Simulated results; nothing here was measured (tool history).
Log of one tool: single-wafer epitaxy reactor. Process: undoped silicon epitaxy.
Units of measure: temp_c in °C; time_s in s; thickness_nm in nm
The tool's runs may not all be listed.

run  hour  temp_c  time_s  thickness_nm
  1   0.0     650     409        66.448
  2   4.6     650     383        62.123
  3   6.8     654     384        67.609
  4  10.3     654     354        62.554
  5  14.2     658     355        67.828
  6  16.8     661     356        72.572
  7  19.1     664     356        76.994

For run 8, what comes out?
  8  20.0     666     356             ?

thickness_nm: 79.502 nm
